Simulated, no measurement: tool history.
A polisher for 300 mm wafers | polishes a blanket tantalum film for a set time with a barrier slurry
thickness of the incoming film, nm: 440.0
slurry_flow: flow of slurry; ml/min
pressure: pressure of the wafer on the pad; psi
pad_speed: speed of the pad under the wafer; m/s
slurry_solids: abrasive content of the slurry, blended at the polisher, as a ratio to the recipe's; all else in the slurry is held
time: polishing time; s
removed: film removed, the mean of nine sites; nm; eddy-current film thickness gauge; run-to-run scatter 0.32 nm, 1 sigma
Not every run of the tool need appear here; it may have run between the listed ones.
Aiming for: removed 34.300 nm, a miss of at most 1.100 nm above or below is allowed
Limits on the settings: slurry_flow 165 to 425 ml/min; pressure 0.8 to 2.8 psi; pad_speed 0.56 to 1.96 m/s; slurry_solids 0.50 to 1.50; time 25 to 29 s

run  hour  slurry_flow  pressure  pad_speed  slurry_solids  time  removed
  1   0.0          275       1.8       1.26           1.00    29   53.365
  2   6.8          275       1.6       1.26           1.00    29   47.488
  3  15.2          275       1.6       1.26           0.85    29   43.994
  4  16.4          275       1.5       1.26           0.85    29   41.120
  5  18.6          275       1.4       1.26           0.85    29   38.592
  6  25.2          275       1.4       1.40           0.85    29   41.840
  7  33.8          275       1.3       1.40           0.85    29   39.141
  8  39.9          275       1.2       1.40           0.85    29   36.258
  9  48.1          275       1.1       1.40           0.85    29   33.095

Below are 5 possible settings for the next run. Only one of them brings all results inside the allowed miss of their targets. Which is it?
  A  56.3          225       1.1       1.42           0.80    29        ?
  B  56.3          215       1.2       1.34           1.10    29        ?
  C  56.3          270       1.3       1.24           0.95    25        ?
  D  56.3          310       1.4       1.70           0.60    29        ?
  E  56.3          215       1.2       1.36           0.85    29        ?

move  removed
   A   31.337
   B   37.879
   C   32.352
   D   36.624
   E   34.024
A: its largest miss is bigger than the last run's
B: moves the result that the last run missed by most past its target, out the other side
C: its largest miss is bigger than the last run's
D: moves the result that the last run missed by most past its target, out the other side
E: all results land within tolerance of their targets
The move that meets every target is E.
